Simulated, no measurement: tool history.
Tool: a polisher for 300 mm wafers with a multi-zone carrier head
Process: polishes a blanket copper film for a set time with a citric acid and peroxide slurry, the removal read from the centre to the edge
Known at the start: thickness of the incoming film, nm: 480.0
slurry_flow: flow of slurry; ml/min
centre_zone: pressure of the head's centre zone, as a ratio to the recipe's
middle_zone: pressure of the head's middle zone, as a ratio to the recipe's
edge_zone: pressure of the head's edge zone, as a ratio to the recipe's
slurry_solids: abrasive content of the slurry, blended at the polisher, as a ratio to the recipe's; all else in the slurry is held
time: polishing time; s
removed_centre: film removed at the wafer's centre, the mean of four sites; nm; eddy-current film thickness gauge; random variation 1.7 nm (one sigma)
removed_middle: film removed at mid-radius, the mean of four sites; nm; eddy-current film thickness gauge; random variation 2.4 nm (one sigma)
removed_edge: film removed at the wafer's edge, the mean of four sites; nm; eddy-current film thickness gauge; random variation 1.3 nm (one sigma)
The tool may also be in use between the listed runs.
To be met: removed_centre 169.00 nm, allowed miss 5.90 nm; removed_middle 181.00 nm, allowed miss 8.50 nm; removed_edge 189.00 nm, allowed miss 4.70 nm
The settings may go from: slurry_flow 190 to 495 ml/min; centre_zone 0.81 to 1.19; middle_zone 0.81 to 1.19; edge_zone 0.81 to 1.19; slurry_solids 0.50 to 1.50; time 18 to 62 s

| run | hour | slurry_flow | centre_zone | middle_zone | edge_zone | slurry_solids | time | removed_centre | removed_middle | removed_edge |
|---|---|---|---|---|---|---|---|---|---|---|
| 1 | 0.0 | 320 | 1.00 | 1.00 | 1.00 | 1.00 | 40 | 133.31 | 137.40 | 135.99 |
| 2 | 3.6 | 320 | 1.00 | 1.05 | 1.00 | 1.00 | 40 | 136.19 | 139.71 | 134.22 |
| 3 | 10.9 | 320 | 1.00 | 1.05 | 0.94 | 1.00 | 40 | 132.53 | 142.97 | 129.85 |
| 4 | 17.9 | 320 | 1.00 | 1.11 | 0.94 | 1.00 | 40 | 135.58 | 147.99 | 130.43 |
| 5 | 24.8 | 360 | 1.00 | 1.11 | 0.94 | 1.00 | 40 | 134.46 | 153.52 | 132.24 |
| 6 | 31.2 | 360 | 1.00 | 1.11 | 0.94 | 1.00 | 31 | 107.05 | 114.80 | 100.77 |
| 7 | 37.8 | 365 | 0.99 | 1.10 | 0.98 | 1.10 | 33 | 114.02 | 129.55 | 113.63 |
| 8 | 46.8 | 365 | 1.00 | 1.07 | 1.02 | 1.15 | 35 | 121.18 | 127.88 | 123.42 |
| 9 | 47.8 | 370 | 1.00 | 1.08 | 1.04 | 1.20 | 37 | 130.55 | 141.47 | 133.21 |
| 10 | 54.3 | 370 | 1.00 | 1.07 | 1.06 | 1.25 | 38 | 132.15 | 148.41 | 139.75 |
| 11 | 61.8 | 375 | 1.09 | 0.97 | 1.16 | 1.50 | 47 | 189.51 | 175.14 | 189.27 |

Which of these 4 next moves meets every target?
| A | 69.3 | 315 | 0.95 | 0.93 | 1.19 | 1.45 | 47 | ? | ? | ? |
| B | 69.3 | 380 | 0.89 | 0.99 | 1.19 | 1.45 | 48 | ? | ? | ? |
| C | 69.3 | 380 | 1.10 | 1.04 | 1.13 | 1.50 | 48 | ? | ? | ? |
| D | 69.3 | 370 | 0.97 | 1.03 | 1.17 | 1.50 | 47 | ? | ? | ? |

| move | removed_centre | removed_middle | removed_edge |
|---|---|---|---|
| A | 160.61 | 165.91 | 189.50 |
| B | 156.60 | 181.72 | 195.95 |
| C | 195.56 | 190.85 | 192.24 |
| D | 168.27 | 185.05 | 191.34 |
A: takes the result that was furthest off past its target
B: takes the result that was furthest off past its target
C: further off than the last run
D: meets every target
Answer: D
